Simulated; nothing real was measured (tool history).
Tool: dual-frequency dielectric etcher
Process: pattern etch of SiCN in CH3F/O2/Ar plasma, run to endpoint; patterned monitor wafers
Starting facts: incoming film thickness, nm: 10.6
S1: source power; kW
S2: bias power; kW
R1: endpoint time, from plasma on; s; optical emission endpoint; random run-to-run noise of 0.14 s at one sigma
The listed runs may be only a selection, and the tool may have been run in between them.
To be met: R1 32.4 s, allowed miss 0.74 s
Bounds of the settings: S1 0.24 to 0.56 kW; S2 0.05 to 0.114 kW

run  hour    S1     S2      R1
  1     0   0.4  0.082  28.901
  2   6.7  0.38  0.081  29.541
  3  13.3  0.38  0.095  28.101
  4  21.1  0.36  0.093  29.075
  5  27.4  0.36  0.104  27.861
  6  32.4  0.42  0.104  26.269
  7  37.1  0.34  0.088  30.278
  8  41.7  0.33  0.087  30.592
  9  50.3  0.32  0.086  31.032

Which one of the following 4 next-run settings gets every result inside its allowed miss? There is exactly one.
  A  58.9  0.35  0.094   ?
  B  58.9   0.4  0.065   ?
  C  58.9  0.29  0.084   ?
  D  58.9  0.33  0.088   ?

move      R1
   A  29.118
   B  31.072
   C  32.423
   D  30.421
A: further off than the last run
B: no nearer and no further than the last run
C: every result lands within tolerance
D: further off than the last run
Move C is the one to make.
